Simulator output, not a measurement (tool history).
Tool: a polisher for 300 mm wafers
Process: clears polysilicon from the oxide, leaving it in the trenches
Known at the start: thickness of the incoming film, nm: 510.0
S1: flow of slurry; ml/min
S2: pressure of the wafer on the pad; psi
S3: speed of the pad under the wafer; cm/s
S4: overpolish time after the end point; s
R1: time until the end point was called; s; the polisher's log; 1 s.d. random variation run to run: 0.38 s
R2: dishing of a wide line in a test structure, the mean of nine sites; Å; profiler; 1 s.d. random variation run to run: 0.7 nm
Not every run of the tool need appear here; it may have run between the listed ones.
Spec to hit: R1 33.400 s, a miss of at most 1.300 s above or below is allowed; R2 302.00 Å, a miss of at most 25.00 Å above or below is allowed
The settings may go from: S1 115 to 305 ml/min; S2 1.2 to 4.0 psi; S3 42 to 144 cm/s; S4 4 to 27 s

run,hour,S1,S2,S3,S4,R1,R2
1,0.0,195,2.6,92,14,37.408,407.58
2,8.7,195,2.6,106,14,32.692,395.77
3,10.4,195,2.0,106,14,39.430,407.53
4,16.4,185,2.1,106,13,37.756,402.41
5,20.1,170,2.1,106,13,39.182,387.89
6,20.9,220,2.1,106,13,37.730,428.14
7,29.3,210,2.2,106,12,36.713,399.23
8,33.6,200,2.3,106,11,35.025,380.48
9,42.5,195,2.3,106,10,35.140,402.44
10,46.8,250,2.2,106,16,35.618,408.38
11,54.9,235,2.3,106,15,34.248,417.29
12,56.6,220,2.3,106,14,35.348,419.51
13,58.3,210,2.3,106,13,34.880,406.64
14,59.1,200,2.3,106,12,35.649,403.74
# hour 61.2: worn pad replaced by a new one
15,61.2,190,2.6,106,6,31.179,366.59
16,64.1,180,2.6,106,6,30.952,369.39
17,66.8,170,2.6,106,6,31.359,368.06
18,75.8,165,2.6,106,6,31.324,375.08
19,81.7,160,2.6,106,6,31.148,365.32

Consider the 5 candidate settings below. Which is the only one whose results all fall within their allowed miss of target?
A,87.6,175,2.9,92,4,?,?
B,87.6,165,2.9,104,6,?,?
C,87.6,190,2.5,108,13,?,?
D,87.6,120,2.4,122,4,?,?
E,87.6,115,2.2,130,4,?,?

move,R1,R2
A,32.637,301.08
B,29.269,364.90
C,30.717,404.77
D,30.809,309.28
E,31.122,307.85
A: hits every target within its allowed miss
B: the biggest miss grows against the last run
C: the biggest miss grows against the last run
D: brings the result that was furthest off to its target, and leaves another outside
E: brings the result that was furthest off to its target, and leaves another outside
The move that meets every target is A.
